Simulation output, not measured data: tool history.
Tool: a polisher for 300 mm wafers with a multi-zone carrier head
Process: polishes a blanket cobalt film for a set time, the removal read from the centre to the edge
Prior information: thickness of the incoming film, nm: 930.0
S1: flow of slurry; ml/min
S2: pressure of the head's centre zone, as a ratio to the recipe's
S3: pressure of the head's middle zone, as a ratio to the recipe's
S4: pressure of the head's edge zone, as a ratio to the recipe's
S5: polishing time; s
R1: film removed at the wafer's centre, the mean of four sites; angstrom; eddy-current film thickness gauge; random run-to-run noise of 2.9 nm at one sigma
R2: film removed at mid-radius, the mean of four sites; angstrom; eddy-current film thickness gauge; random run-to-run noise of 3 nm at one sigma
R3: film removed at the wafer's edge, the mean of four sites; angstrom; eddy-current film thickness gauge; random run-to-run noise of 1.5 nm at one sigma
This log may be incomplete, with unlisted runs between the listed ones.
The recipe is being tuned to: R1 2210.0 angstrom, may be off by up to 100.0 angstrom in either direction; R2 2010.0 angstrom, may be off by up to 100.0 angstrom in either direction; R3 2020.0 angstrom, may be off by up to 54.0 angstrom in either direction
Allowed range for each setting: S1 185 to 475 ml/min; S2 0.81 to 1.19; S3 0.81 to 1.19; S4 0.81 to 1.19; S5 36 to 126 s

Run 1, day 0.000: S1 305 ml/min, S2 1.00, S3 1.00, S4 1.00, S5 81 s. Result: R1 2605.9 angstrom, R2 2604.2 angstrom, R3 2620.7 angstrom.
Run 2, day 0.129: S1 305 ml/min, S2 1.01, S3 0.99, S4 0.97, S5 78 s. Result: R1 2472.9 angstrom, R2 2449.4 angstrom, R3 2508.3 angstrom.
Run 3, day 0.312: S1 305 ml/min, S2 1.03, S3 0.99, S4 0.95, S5 75 s. Result: R1 2461.8 angstrom, R2 2356.4 angstrom, R3 2355.8 angstrom.
Run 4, day 0.383: S1 305 ml/min, S2 0.95, S3 0.99, S4 0.95, S5 75 s. Result: R1 2278.5 angstrom, R2 2400.5 angstrom, R3 2346.9 angstrom.
Run 5, day 0.446: S1 305 ml/min, S2 0.95, S3 0.99, S4 1.02, S5 75 s. Result: R1 2257.8 angstrom, R2 2341.1 angstrom, R3 2452.6 angstrom.
Run 6, day 0.546: S1 305 ml/min, S2 0.97, S3 0.97, S4 0.98, S5 73 s. Result: R1 2245.9 angstrom, R2 2281.0 angstrom, R3 2313.7 angstrom.
Run 7, day 0.621: S1 305 ml/min, S2 0.98, S3 0.94, S4 0.95, S5 72 s. Result: R1 2273.6 angstrom, R2 2197.5 angstrom, R3 2261.5 angstrom.
Run 8, day 0.762: S1 305 ml/min, S2 0.98, S3 0.93, S4 0.93, S5 71 s. Result: R1 2197.3 angstrom, R2 2097.1 angstrom, R3 2179.2 angstrom.
Run 9, day 0.804: S1 305 ml/min, S2 0.98, S3 0.92, S4 0.91, S5 71 s. Result: R1 2210.4 angstrom, R2 2097.0 angstrom, R3 2188.8 angstrom.
Run 10, day 0.842: S1 305 ml/min, S2 0.99, S3 0.92, S4 0.89, S5 70 s. Result: R1 2204.4 angstrom, R2 2062.1 angstrom, R3 2133.3 angstrom.

Exactly one of the 5 candidate moves below puts every result within its allowed miss. Which one?
Run A, day 0.879: S1 260 ml/min, S2 1.00, S3 0.89, S4 0.88, S5 71 s. Result: R1 ?, R2 ?, R3 ?.
Run B, day 0.879: S1 365 ml/min, S2 0.97, S3 0.87, S4 0.94, S5 70 s. Result: R1 ?, R2 ?, R3 ?.
Run C, day 0.879: S1 295 ml/min, S2 0.93, S3 0.93, S4 0.89, S5 66 s. Result: R1 ?, R2 ?, R3 ?.
Run D, day 0.879: S1 200 ml/min, S2 1.04, S3 0.92, S4 0.82, S5 72 s. Result: R1 ?, R2 ?, R3 ?.
Run E, day 0.879: S1 305 ml/min, S2 0.93, S3 0.81, S4 0.96, S5 72 s. Result: R1 ?, R2 ?, R3 ?.

move      R1      R2      R3
   A  2186.5  1986.4  2118.2
   B  2180.7  1992.3  2213.4
   C  1934.8  1944.9  2001.0
   D  2199.5  1989.7  2019.4
   E  2117.4  1900.0  2270.9
A: gains on the last run, yet a result remains outside its allowed miss
B: lands further from the targets than the last run did
C: meets the target for the result that was furthest off, but another lies outside its allowed miss
D: each result inside its tolerance
E: lands further from the targets than the last run did
D is the move that brings every result within its allowed miss.
